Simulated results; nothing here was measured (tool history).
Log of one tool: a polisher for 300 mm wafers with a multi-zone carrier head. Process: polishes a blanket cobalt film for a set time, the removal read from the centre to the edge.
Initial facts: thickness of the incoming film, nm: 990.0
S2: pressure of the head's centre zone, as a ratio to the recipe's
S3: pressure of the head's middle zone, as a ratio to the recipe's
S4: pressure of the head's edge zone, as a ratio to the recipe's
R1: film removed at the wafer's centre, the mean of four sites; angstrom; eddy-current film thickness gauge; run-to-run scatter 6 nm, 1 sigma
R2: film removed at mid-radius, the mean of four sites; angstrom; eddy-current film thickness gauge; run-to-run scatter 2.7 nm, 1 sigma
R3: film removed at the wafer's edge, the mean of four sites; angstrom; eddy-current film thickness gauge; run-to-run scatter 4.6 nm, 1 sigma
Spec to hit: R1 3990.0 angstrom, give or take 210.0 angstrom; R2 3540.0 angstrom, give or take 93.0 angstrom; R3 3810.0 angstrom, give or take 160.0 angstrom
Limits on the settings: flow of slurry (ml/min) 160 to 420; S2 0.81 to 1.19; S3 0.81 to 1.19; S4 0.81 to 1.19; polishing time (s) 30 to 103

{"run": 1, "hour": 0.0, "flow of slurry (ml/min)": 270, "S2": 1.0, "S3": 1.0, "S4": 1.0, "polishing time (s)": 66, "R1": 2890.0, "R2": 2968.8, "R3": 3016.5}
{"run": 2, "hour": 6.7, "flow of slurry (ml/min)": 315, "S2": 1.0, "S3": 1.0, "S4": 1.0, "polishing time (s)": 66, "R1": 2946.5, "R2": 3045.4, "R3": 3079.7}
{"run": 3, "hour": 12.2, "flow of slurry (ml/min)": 320, "S2": 1.02, "S3": 1.0, "S4": 1.02, "polishing time (s)": 67, "R1": 3051.5, "R2": 3049.1, "R3": 3120.1}
{"run": 4, "hour": 17.5, "flow of slurry (ml/min)": 320, "S2": 1.03, "S3": 1.0, "S4": 1.03, "polishing time (s)": 68, "R1": 3136.8, "R2": 3106.9, "R3": 3241.4}
{"run": 5, "hour": 24.5, "flow of slurry (ml/min)": 325, "S2": 1.05, "S3": 1.01, "S4": 1.04, "polishing time (s)": 69, "R1": 3272.6, "R2": 3191.5, "R3": 3265.1}
{"run": 6, "hour": 33.2, "flow of slurry (ml/min)": 325, "S2": 1.06, "S3": 1.01, "S4": 1.05, "polishing time (s)": 70, "R1": 3364.7, "R2": 3238.2, "R3": 3312.2}
{"run": 7, "hour": 34.3, "flow of slurry (ml/min)": 330, "S2": 1.07, "S3": 1.01, "S4": 1.06, "polishing time (s)": 71, "R1": 3488.1, "R2": 3276.5, "R3": 3385.1}
{"run": 8, "hour": 41.7, "flow of slurry (ml/min)": 330, "S2": 1.07, "S3": 1.01, "S4": 1.07, "polishing time (s)": 72, "R1": 3463.2, "R2": 3286.4, "R3": 3468.6}
{"run": 9, "hour": 44.5, "flow of slurry (ml/min)": 335, "S2": 1.08, "S3": 1.01, "S4": 1.08, "polishing time (s)": 73, "R1": 3449.6, "R2": 3326.3, "R3": 3478.0}
{"run": 10, "hour": 49.8, "flow of slurry (ml/min)": 335, "S2": 1.09, "S3": 1.01, "S4": 1.08, "polishing time (s)": 74, "R1": 3652.8, "R2": 3424.2, "R3": 3456.1}
{"run": 11, "hour": 54.2, "flow of slurry (ml/min)": 335, "S2": 1.09, "S3": 1.01, "S4": 1.08, "polishing time (s)": 74, "R1": 3687.4, "R2": 3440.2, "R3": 3533.0}
{"run": 12, "hour": 57.6, "flow of slurry (ml/min)": 340, "S2": 1.09, "S3": 1.01, "S4": 1.09, "polishing time (s)": 74, "R1": 3633.9, "R2": 3442.5, "R3": 3589.8}
{"run": 13, "hour": 59.6, "flow of slurry (ml/min)": 345, "S2": 1.1, "S3": 1.01, "S4": 1.1, "polishing time (s)": 74, "R1": 3647.4, "R2": 3449.1, "R3": 3643.7}

Which of these 4 next moves meets every target?
{"run": "A", "hour": 61.6, "flow of slurry (ml/min)": 335, "S2": 1.19, "S3": 0.91, "S4": 1.12, "polishing time (s)": 78, "R1": "?", "R2": "?", "R3": "?"}
{"run": "B", "hour": 61.6, "flow of slurry (ml/min)": 260, "S2": 1.06, "S3": 1.16, "S4": 0.96, "polishing time (s)": 75, "R1": "?", "R2": "?", "R3": "?"}
{"run": "C", "hour": 61.6, "flow of slurry (ml/min)": 420, "S2": 0.99, "S3": 1.02, "S4": 1.19, "polishing time (s)": 75, "R1": "?", "R2": "?", "R3": "?"}
{"run": "D", "hour": 61.6, "flow of slurry (ml/min)": 345, "S2": 1.11, "S3": 0.97, "S4": 1.15, "polishing time (s)": 78, "R1": "?", "R2": "?", "R3": "?"}

move=A R1=4199.6 R2=3388.8 R3=3781.4
move=B R1=3493.0 R2=3767.9 R3=3342.4
move=C R1=3425.8 R2=3595.7 R3=3778.3
move=D R1=3928.3 R2=3551.8 R3=3828.4
A: gets the furthest-off result to its target, but another result is out of tolerance
B: the biggest miss grows against the last run
C: the biggest miss grows against the last run
D: hits every target within its allowed miss
D meets every target.
